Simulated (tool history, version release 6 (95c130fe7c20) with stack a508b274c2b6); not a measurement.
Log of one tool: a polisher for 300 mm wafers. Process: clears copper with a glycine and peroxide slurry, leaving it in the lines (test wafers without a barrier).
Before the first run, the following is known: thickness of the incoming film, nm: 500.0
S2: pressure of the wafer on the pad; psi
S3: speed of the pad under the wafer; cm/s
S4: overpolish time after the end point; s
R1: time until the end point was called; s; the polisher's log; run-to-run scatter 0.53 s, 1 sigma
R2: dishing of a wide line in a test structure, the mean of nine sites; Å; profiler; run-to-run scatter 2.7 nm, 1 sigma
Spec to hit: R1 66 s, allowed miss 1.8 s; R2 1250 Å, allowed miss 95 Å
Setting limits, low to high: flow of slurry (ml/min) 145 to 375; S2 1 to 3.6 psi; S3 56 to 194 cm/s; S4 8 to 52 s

{"run": 1, "hour": 0.0, "flow of slurry (ml/min)": 240, "S2": 2.3, "S3": 124, "S4": 26, "R1": 122.49, "R2": 684.01}
{"run": 2, "hour": 7.0, "flow of slurry (ml/min)": 245, "S2": 2.5, "S3": 128, "S4": 27, "R1": 112.17, "R2": 771.1}
{"run": 3, "hour": 13.6, "flow of slurry (ml/min)": 245, "S2": 2.5, "S3": 110, "S4": 27, "R1": 126.04, "R2": 729.17}
{"run": 4, "hour": 15.4, "flow of slurry (ml/min)": 250, "S2": 2.7, "S3": 116, "S4": 27, "R1": 115.93, "R2": 772.44}
{"run": 5, "hour": 24.3, "flow of slurry (ml/min)": 250, "S2": 2.7, "S3": 116, "S4": 16, "R1": 114.21, "R2": 531.95}
{"hour": 32.0, "done": "worn pad replaced by a new one"}
{"run": 6, "hour": 32.0, "flow of slurry (ml/min)": 250, "S2": 2.7, "S3": 116, "S4": 23, "R1": 103.46, "R2": 716.85}
{"run": 7, "hour": 39.6, "flow of slurry (ml/min)": 260, "S2": 2.8, "S3": 116, "S4": 24, "R1": 99.763, "R2": 800.45}
{"run": 8, "hour": 45.8, "flow of slurry (ml/min)": 275, "S2": 2.8, "S3": 116, "S4": 24, "R1": 99.521, "R2": 801.86}
{"run": 9, "hour": 48.2, "flow of slurry (ml/min)": 275, "S2": 2.8, "S3": 116, "S4": 24, "R1": 99.937, "R2": 814.31}
{"run": 10, "hour": 54.5, "flow of slurry (ml/min)": 290, "S2": 2.9, "S3": 116, "S4": 24, "R1": 95.87, "R2": 791.8}
{"run": 11, "hour": 63.2, "flow of slurry (ml/min)": 295, "S2": 3, "S3": 116, "S4": 25, "R1": 94.219, "R2": 833.22}

Of the 4 settings listed for the next run, only one would bring every result within its allowed miss of target. Which one?
{"run": "A", "hour": 71.9, "flow of slurry (ml/min)": 325, "S2": 2.8, "S3": 104, "S4": 32, "R1": "?", "R2": "?"}
{"run": "B", "hour": 71.9, "flow of slurry (ml/min)": 325, "S2": 3, "S3": 172, "S4": 33, "R1": "?", "R2": "?"}
{"run": "C", "hour": 71.9, "flow of slurry (ml/min)": 355, "S2": 2.3, "S3": 88, "S4": 30, "R1": "?", "R2": "?"}
{"run": "D", "hour": 71.9, "flow of slurry (ml/min)": 365, "S2": 3.6, "S3": 150, "S4": 43, "R1": "?", "R2": "?"}

move=A R1=106.39 R2=924.57
move=B R1=65.4 R2=1246.6
move=C R1=138.57 R2=723.69
move=D R1=63.344 R2=1479.5
A: misses by more than the last run did
B: in spec on every target
C: misses by more than the last run did
D: moves the result that the last run missed by most past its target, out the other side
Correct choice: B, which meets every target
